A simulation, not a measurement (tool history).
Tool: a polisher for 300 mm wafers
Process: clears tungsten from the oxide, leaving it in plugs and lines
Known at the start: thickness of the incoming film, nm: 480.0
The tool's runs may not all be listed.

run  hour  flow of slurry (ml/min)  pressure of the wafer on the pad (kPa)  speed of the pad under the wafer (m/s)  abrasive content of the slurry  overpolish time after the end point (s)  time until the end point was called (s)
  1   0.0                      300                                    28.3                                    1.30                            1.00                                       10                                   70.211
  2   2.8                      300                                    24.8                                    1.30                            1.00                                       10                                   77.806
  3   7.8                      300                                    24.8                                    1.30                            0.85                                       10                                   77.873
  4  15.7                      300                                    30.3                                    1.30                            0.85                                       10                                   67.667
  5  21.3                      300                                    30.3                                    1.30                            0.85                                       10                                   65.557
  6  29.0                      245                                    30.3                                    1.30                            0.85                                       10                                   68.368

Run 7 comes next. What will it give?
  7  31.0                      245                                    27.6                                    1.28                            0.85                                       10                                        ?

{"run 7": {"time until the end point was called (s)": 76.199}}
